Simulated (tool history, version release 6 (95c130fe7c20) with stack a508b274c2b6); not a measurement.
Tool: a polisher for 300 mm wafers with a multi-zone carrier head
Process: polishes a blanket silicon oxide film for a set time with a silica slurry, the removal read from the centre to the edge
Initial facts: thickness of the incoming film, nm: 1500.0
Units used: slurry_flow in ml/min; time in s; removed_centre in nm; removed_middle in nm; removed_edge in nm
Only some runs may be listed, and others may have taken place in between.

Run 1, hour 0.0: slurry_flow 245 ml/min, centre_zone 1.00, middle_zone 1.00, edge_zone 1.00, slurry_solids 1.00, time 71 s. Result: removed_centre 214.74 nm, removed_middle 192.08 nm, removed_edge 193.33 nm.
Run 2, hour 4.9: slurry_flow 245 ml/min, centre_zone 0.92, middle_zone 1.00, edge_zone 1.00, slurry_solids 1.00, time 71 s. Result: removed_centre 202.35 nm, removed_middle 190.03 nm, removed_edge 194.97 nm.
Run 3, hour 9.2: slurry_flow 245 ml/min, centre_zone 0.92, middle_zone 0.97, edge_zone 1.00, slurry_solids 1.00, time 71 s. Result: removed_centre 199.49 nm, removed_middle 182.58 nm, removed_edge 195.22 nm.
Run 4, hour 12.2: slurry_flow 245 ml/min, centre_zone 0.92, middle_zone 0.97, edge_zone 1.08, slurry_solids 1.00, time 71 s. Result: removed_centre 199.76 nm, removed_middle 185.96 nm, removed_edge 199.79 nm.
Run 5, hour 14.6: slurry_flow 250 ml/min, centre_zone 0.90, middle_zone 1.01, edge_zone 1.10, slurry_solids 1.15, time 72 s. Result: removed_centre 211.96 nm, removed_middle 208.53 nm, removed_edge 214.82 nm.
Run 6, hour 22.4: slurry_flow 250 ml/min, centre_zone 0.90, middle_zone 1.01, edge_zone 1.16, slurry_solids 1.15, time 72 s. Result: removed_centre 212.78 nm, removed_middle 205.99 nm, removed_edge 226.53 nm.
Run 7, hour 29.3: slurry_flow 260 ml/min, centre_zone 0.89, middle_zone 1.05, edge_zone 1.17, slurry_solids 1.25, time 73 s. Result: removed_centre 219.97 nm, removed_middle 227.64 nm, removed_edge 236.19 nm.
Run 8, hour 35.7: slurry_flow 265 ml/min, centre_zone 0.88, middle_zone 1.07, edge_zone 1.17, slurry_solids 1.30, time 74 s. Result: removed_centre 228.83 nm, removed_middle 237.37 nm, removed_edge 246.87 nm.
Run 9, hour 36.5: slurry_flow 270 ml/min, centre_zone 0.87, middle_zone 1.10, edge_zone 1.16, slurry_solids 1.35, time 75 s. Result: removed_centre 230.19 nm, removed_middle 252.83 nm, removed_edge 253.29 nm.
Run 10, hour 42.9: slurry_flow 280 ml/min, centre_zone 0.87, middle_zone 1.12, edge_zone 1.16, slurry_solids 1.40, time 75 s. Result: removed_centre 239.23 nm, removed_middle 262.55 nm, removed_edge 260.93 nm.

What does the tool deliver on the next run?
Run 11, hour 48.7: slurry_flow 285 ml/min, centre_zone 0.86, middle_zone 1.14, edge_zone 1.15, slurry_solids 1.45, time 75 s. Result: removed_centre ?, removed_middle ?, removed_edge ?.

Run 11 measured removed_centre 244.17 nm, removed_middle 270.71 nm, removed_edge 253.35 nm.
